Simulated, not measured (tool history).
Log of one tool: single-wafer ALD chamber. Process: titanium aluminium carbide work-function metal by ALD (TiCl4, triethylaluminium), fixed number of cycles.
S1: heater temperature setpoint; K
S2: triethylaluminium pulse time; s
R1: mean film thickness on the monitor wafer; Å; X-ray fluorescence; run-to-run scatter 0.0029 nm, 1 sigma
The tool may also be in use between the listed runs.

run	hour	S1	S2	R1
1	0	593.15	10.77	22.069
2	6.7	602.15	10.77	22.942
3	10.7	597.15	9.69	22.005
4	16.2	597.15	6.92	18.844
5	20.3	593.15	6.44	17.486
6	27.1	599.15	6.44	17.894
7	28.8	587.15	3.88	3.0671
8	35.7	589.15	3.88	3.0892
9	42.9	592.15	3.88	3.1386
10	46.7	596.15	4.03	4.6498
11	48.3	599.15	4.14	5.7399
12	50.3	602.15	4.21	6.4567
13	53.6	604.15	4.32	7.4779
14	58.3	606.15	4.38	8.0261
15	67	608.15	4.46	8.7551
16	73.7	609.15	4.54	9.42

Predict the results of run 17:
17	75.2	610.15	4.59	?

{"run 17": {"R1": 9.8762}}
